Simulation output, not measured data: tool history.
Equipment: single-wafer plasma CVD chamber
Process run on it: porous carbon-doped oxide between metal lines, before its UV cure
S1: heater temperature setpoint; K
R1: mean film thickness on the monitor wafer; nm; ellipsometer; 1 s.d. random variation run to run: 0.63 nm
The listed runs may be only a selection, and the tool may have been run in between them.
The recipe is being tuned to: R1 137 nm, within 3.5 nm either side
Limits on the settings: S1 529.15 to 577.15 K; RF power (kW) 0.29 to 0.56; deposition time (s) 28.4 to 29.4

{"run": 1, "hour": 0.0, "S1": 553.15, "RF power (kW)": 0.425, "deposition time (s)": 28.4, "R1": 163.9}
{"run": 2, "hour": 8.2, "S1": 555.15, "RF power (kW)": 0.42, "deposition time (s)": 28.4, "R1": 160.58}
{"run": 3, "hour": 9.2, "S1": 548.15, "RF power (kW)": 0.42, "deposition time (s)": 28.4, "R1": 165.43}
{"run": 4, "hour": 16.4, "S1": 548.15, "RF power (kW)": 0.42, "deposition time (s)": 29.4, "R1": 173.23}
{"run": 5, "hour": 24.0, "S1": 550.15, "RF power (kW)": 0.41, "deposition time (s)": 29.4, "R1": 169.41}
{"run": 6, "hour": 26.4, "S1": 550.15, "RF power (kW)": 0.455, "deposition time (s)": 29.4, "R1": 179.23}
{"run": 7, "hour": 29.5, "S1": 552.15, "RF power (kW)": 0.44, "deposition time (s)": 29.3, "R1": 172.49}
{"run": 8, "hour": 37.3, "S1": 554.15, "RF power (kW)": 0.43, "deposition time (s)": 29.2, "R1": 168.27}

Which single option among these 5 for the next run brings every result within its allowed miss of target? Just one does.
{"run": "A", "hour": 45.1, "S1": 546.15, "RF power (kW)": 0.335, "deposition time (s)": 28.4, "R1": "?"}
{"run": "B", "hour": 45.1, "S1": 564.15, "RF power (kW)": 0.39, "deposition time (s)": 28.4, "R1": "?"}
{"run": "C", "hour": 45.1, "S1": 555.15, "RF power (kW)": 0.36, "deposition time (s)": 28.4, "R1": "?"}
{"run": "D", "hour": 45.1, "S1": 557.15, "RF power (kW)": 0.42, "deposition time (s)": 28.4, "R1": "?"}
{"run": "E", "hour": 45.1, "S1": 563.15, "RF power (kW)": 0.355, "deposition time (s)": 28.4, "R1": "?"}

move=A R1=147.5
move=B R1=145.19
move=C R1=145.85
move=D R1=157.88
move=E R1=138.15
A: moves toward the targets from the last run without getting all of them in spec
B: moves toward the targets from the last run without getting all of them in spec
C: moves toward the targets from the last run without getting all of them in spec
D: moves toward the targets from the last run without getting all of them in spec
E: in spec on every target
E is the move that brings every result within its allowed miss.
